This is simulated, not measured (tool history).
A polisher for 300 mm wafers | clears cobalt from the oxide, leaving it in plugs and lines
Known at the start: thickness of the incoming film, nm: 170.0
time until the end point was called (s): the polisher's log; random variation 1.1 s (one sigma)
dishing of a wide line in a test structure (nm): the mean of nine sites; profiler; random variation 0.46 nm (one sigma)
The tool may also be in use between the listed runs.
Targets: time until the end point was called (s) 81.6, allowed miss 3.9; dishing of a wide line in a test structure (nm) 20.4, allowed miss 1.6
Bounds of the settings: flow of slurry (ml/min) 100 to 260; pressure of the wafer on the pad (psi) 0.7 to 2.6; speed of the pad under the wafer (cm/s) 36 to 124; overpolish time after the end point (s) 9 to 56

| run | day | flow of slurry (ml/min) | pressure of the wafer on the pad (psi) | speed of the pad under the wafer (cm/s) | overpolish time after the end point (s) | time until the end point was called (s) | dishing of a wide line in a test structure (nm) |
|---|---|---|---|---|---|---|---|
| 1 | 0 | 165 | 1.6 | 80 | 29 | 49.979 | 45.23 |
| 2 | 0.25 | 165 | 1.6 | 80 | 34 | 50.524 | 47.083 |
| 3 | 0.604 | 160 | 1.5 | 80 | 30 | 54.821 | 43.75 |
| 4 | 0.942 | 150 | 1.4 | 80 | 26 | 58.649 | 39.8 |
| 5 | 1.025 | 175 | 1.4 | 80 | 26 | 57.619 | 40.988 |
| 6 | 1.221 | 160 | 1.3 | 80 | 23 | 62.139 | 34.677 |
| 7 | 1.3 | 150 | 1.2 | 82 | 21 | 68.546 | 32.32 |
| 8 | 1.579 | 140 | 1.1 | 86 | 19 | 71.358 | 29.705 |
| 9 | 1.742 | 135 | 1 | 90 | 17 | 76.452 | 25.87 |
| 10 | 1.838 | 130 | 1 | 92 | 16 | 73.198 | 24.515 |
| 11 | 1.954 | 125 | 1 | 92 | 15 | 75.965 | 23.548 |
| 12 | 2.229 | 105 | 0.9 | 92 | 9 | 88.663 | 13.648 |
| 13 | 2.492 | 110 | 0.9 | 92 | 9 | 85.988 | 14.141 |
| 14 | 2.825 | 115 | 0.9 | 92 | 9 | 83.901 | 14.637 |
| 15 | 3.125 | 120 | 0.9 | 92 | 9 | 83.874 | 14.969 |
|  | 3.279 | head pressure recalibrated |
| 16 | 3.279 | 125 | 0.9 | 92 | 9 | 88.984 | 14.125 |
| 17 | 3.638 | 125 | 0.9 | 94 | 10 | 87.984 | 15.814 |
| 18 | 3.954 | 130 | 0.9 | 96 | 11 | 82.606 | 17.686 |
| 19 | 4.112 | 135 | 0.9 | 96 | 11 | 83.756 | 17.565 |
| 20 | 4.4 | 140 | 0.9 | 96 | 11 | 83.486 | 17.32 |

Which of these 5 next moves meets every target?
| A | 4.688 | 145 | 0.8 | 100 | 14 | ? | ? |
| B | 4.688 | 145 | 0.9 | 86 | 9 | ? | ? |
| C | 4.688 | 160 | 1.1 | 76 | 13 | ? | ? |
| D | 4.688 | 175 | 0.8 | 100 | 10 | ? | ? |
| E | 4.688 | 130 | 1.3 | 74 | 10 | ? | ? |

| move | time until the end point was called (s) | dishing of a wide line in a test structure (nm) |
|---|---|---|
| A | 89.359 | 20.4 |
| B | 90.1 | 14.048 |
| C | 80.32 | 20.914 |
| D | 86.351 | 15.935 |
| E | 72.827 | 18.322 |
A: brings the result that was furthest off to its target, and leaves another outside
B: further off than the last run
C: meets every target
D: further off than the last run
E: further off than the last run
The right move is C.

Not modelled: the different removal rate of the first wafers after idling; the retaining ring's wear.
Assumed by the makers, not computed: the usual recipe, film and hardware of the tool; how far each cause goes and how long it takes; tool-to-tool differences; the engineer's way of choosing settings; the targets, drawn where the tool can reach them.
